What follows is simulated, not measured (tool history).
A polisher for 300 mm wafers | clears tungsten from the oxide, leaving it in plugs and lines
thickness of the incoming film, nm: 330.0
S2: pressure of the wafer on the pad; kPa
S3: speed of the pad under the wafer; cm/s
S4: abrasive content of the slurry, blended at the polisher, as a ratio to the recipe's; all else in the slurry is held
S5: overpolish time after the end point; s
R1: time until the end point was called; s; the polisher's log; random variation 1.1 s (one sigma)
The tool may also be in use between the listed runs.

{"run": 1, "day": 0.0, "flow of slurry (ml/min)": 160, "S2": 23.4, "S3": 132, "S4": 1.0, "S5": 37, "R1": 69.601}
{"run": 2, "day": 0.304, "flow of slurry (ml/min)": 160, "S2": 22.8, "S3": 132, "S4": 1.0, "S5": 37, "R1": 71.992}
{"run": 3, "day": 0.538, "flow of slurry (ml/min)": 160, "S2": 22.8, "S3": 132, "S4": 1.0, "S5": 40, "R1": 72.747}
{"run": 4, "day": 0.612, "flow of slurry (ml/min)": 160, "S2": 22.1, "S3": 132, "S4": 1.0, "S5": 40, "R1": 72.193}
{"run": 5, "day": 0.925, "flow of slurry (ml/min)": 160, "S2": 22.1, "S3": 164, "S4": 1.0, "S5": 40, "R1": 58.236}
{"run": 6, "day": 1.196, "flow of slurry (ml/min)": 160, "S2": 17.2, "S3": 164, "S4": 1.0, "S5": 40, "R1": 77.27}

Run 7 is up next; what results do you expect?
{"run": 7, "day": 1.354, "flow of slurry (ml/min)": 160, "S2": 16.5, "S3": 164, "S4": 1.0, "S5": 40, "R1": "?"}

For run 7 the tool returned R1 79.298 s.

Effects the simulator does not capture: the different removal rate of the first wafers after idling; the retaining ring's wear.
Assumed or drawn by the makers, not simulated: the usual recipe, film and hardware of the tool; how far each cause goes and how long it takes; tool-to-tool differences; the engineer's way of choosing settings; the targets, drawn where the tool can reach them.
